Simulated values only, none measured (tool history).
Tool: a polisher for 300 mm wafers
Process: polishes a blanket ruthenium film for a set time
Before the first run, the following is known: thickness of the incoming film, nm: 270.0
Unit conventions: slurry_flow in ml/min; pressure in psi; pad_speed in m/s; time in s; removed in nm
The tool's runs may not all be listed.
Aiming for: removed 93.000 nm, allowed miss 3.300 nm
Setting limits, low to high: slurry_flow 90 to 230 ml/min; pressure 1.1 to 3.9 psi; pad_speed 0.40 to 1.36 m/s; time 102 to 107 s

run	hour	slurry_flow	pressure	pad_speed	time	removed
1	0.0	150	2.5	0.88	102	103.300
2	2.2	145	2.4	0.88	102	97.529
3	7.9	145	2.4	0.88	107	100.330
4	14.0	140	2.4	0.88	107	100.070
5	14.9	140	2.4	0.70	107	81.629
6	18.0	110	2.4	0.70	107	77.576
7	23.8	115	2.4	0.70	107	78.966
8	29.3	120	2.4	0.70	107	78.530
9	35.4	125	2.4	0.70	107	77.958
10	42.6	130	2.4	0.70	107	80.225
11	47.3	135	2.4	0.70	107	81.365
12	55.9	140	2.4	0.70	107	80.897
13	62.7	145	2.4	0.70	107	82.762
14	64.5	150	2.4	0.70	107	84.277
15	68.8	155	2.4	0.70	107	84.092

Of the 5 settings listed for the next run, only one would bring every result within its allowed miss of target. Which one?
A	73.1	155	2.9	0.66	107	?
B	73.1	160	2.6	0.60	106	?
C	73.1	110	2.6	0.86	107	?
D	73.1	160	2.6	0.64	107	?
E	73.1	160	2.7	0.76	107	?

move	removed
A	94.326
B	77.096
C	102.320
D	82.786
E	101.320
A: all results land within tolerance of their targets
B: the biggest miss grows against the last run
C: pushes the last run's worst result past its target
D: the biggest miss grows against the last run
E: pushes the last run's worst result past its target
Move A is the one to make.

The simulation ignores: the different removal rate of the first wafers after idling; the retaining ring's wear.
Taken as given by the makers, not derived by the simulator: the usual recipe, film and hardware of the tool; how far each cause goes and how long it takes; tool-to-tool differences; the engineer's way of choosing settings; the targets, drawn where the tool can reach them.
